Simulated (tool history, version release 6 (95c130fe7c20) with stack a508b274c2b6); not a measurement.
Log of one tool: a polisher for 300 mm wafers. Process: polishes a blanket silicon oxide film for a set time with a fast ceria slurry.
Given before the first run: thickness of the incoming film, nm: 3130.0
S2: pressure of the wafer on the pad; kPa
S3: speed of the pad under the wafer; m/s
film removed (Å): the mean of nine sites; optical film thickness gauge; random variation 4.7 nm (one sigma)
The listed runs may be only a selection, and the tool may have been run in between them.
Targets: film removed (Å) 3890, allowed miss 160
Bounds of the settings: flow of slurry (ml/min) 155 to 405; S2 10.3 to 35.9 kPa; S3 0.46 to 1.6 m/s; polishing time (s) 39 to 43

{"run": 1, "hour": 0.0, "flow of slurry (ml/min)": 260, "S2": 22.8, "S3": 1.02, "polishing time (s)": 43, "film removed (Å)": 5992.7}
{"run": 2, "hour": 3.8, "flow of slurry (ml/min)": 260, "S2": 22.8, "S3": 1.02, "polishing time (s)": 39, "film removed (Å)": 5413.6}
{"run": 3, "hour": 10.1, "flow of slurry (ml/min)": 235, "S2": 22.8, "S3": 1.02, "polishing time (s)": 39, "film removed (Å)": 5317}
{"run": 4, "hour": 12.5, "flow of slurry (ml/min)": 230, "S2": 21.4, "S3": 1.02, "polishing time (s)": 39, "film removed (Å)": 5011.7}
{"run": 5, "hour": 18.3, "flow of slurry (ml/min)": 230, "S2": 17.9, "S3": 1.02, "polishing time (s)": 39, "film removed (Å)": 4191.8}
{"run": 6, "hour": 26.0, "flow of slurry (ml/min)": 230, "S2": 17.9, "S3": 1.02, "polishing time (s)": 43, "film removed (Å)": 4747.3}
{"run": 7, "hour": 34.1, "flow of slurry (ml/min)": 230, "S2": 17.2, "S3": 1.02, "polishing time (s)": 43, "film removed (Å)": 4533.6}
{"hour": 40.6, "done": "worn pad replaced by a new one"}
{"run": 8, "hour": 40.6, "flow of slurry (ml/min)": 230, "S2": 16.5, "S3": 1.02, "polishing time (s)": 43, "film removed (Å)": 4879}
{"run": 9, "hour": 43.5, "flow of slurry (ml/min)": 230, "S2": 10.3, "S3": 0.94, "polishing time (s)": 43, "film removed (Å)": 3099.6}
{"run": 10, "hour": 48.3, "flow of slurry (ml/min)": 230, "S2": 11.7, "S3": 0.94, "polishing time (s)": 43, "film removed (Å)": 3372.3}
{"run": 11, "hour": 57.3, "flow of slurry (ml/min)": 230, "S2": 12.4, "S3": 0.94, "polishing time (s)": 43, "film removed (Å)": 3588.9}

Which single option among these 4 for the next run brings every result within its allowed miss of target? Just one does.
{"run": "A", "hour": 66.3, "flow of slurry (ml/min)": 255, "S2": 11, "S3": 0.96, "polishing time (s)": 43, "film removed (Å)": "?"}
{"run": "B", "hour": 66.3, "flow of slurry (ml/min)": 265, "S2": 17.9, "S3": 0.76, "polishing time (s)": 42, "film removed (Å)": "?"}
{"run": "C", "hour": 66.3, "flow of slurry (ml/min)": 335, "S2": 11, "S3": 0.98, "polishing time (s)": 41, "film removed (Å)": "?"}
{"run": "D", "hour": 66.3, "flow of slurry (ml/min)": 210, "S2": 11.7, "S3": 0.98, "polishing time (s)": 40, "film removed (Å)": "?"}

move=A film_removed_(Å)=3377.5
move=B film_removed_(Å)=3988.1
move=C film_removed_(Å)=3370.9
move=D film_removed_(Å)=3291.7
A: the biggest miss grows against the last run
B: meets every target
C: the biggest miss grows against the last run
D: the biggest miss grows against the last run
The right move is B.
